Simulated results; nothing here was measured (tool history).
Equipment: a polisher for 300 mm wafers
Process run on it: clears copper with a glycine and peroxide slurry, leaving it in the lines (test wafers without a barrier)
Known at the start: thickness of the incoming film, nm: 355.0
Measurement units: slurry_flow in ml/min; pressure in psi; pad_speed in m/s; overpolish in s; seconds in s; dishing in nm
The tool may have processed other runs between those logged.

| run | hour | slurry_flow | pressure | pad_speed | overpolish | seconds | dishing |
|---|---|---|---|---|---|---|---|
| 1 | 0.0 | 270 | 2.8 | 0.80 | 11 | 80.956 | 32.465 |
| 2 | 8.6 | 270 | 2.8 | 0.80 | 12 | 80.331 | 34.722 |
| 3 | 15.4 | 270 | 2.8 | 0.80 | 13 | 80.423 | 37.854 |
| 4 | 17.8 | 270 | 2.8 | 0.80 | 14 | 81.197 | 40.208 |
| 5 | 19.8 | 270 | 2.2 | 0.80 | 14 | 97.136 | 34.113 |
| 6 | 21.1 | 270 | 2.2 | 0.94 | 14 | 87.104 | 36.662 |

Expected results for the next run?
| 7 | 22.7 | 270 | 2.3 | 0.94 | 14 | ? | ? |

{"run 7": {"seconds": 84.076, "dishing": 38.352}}
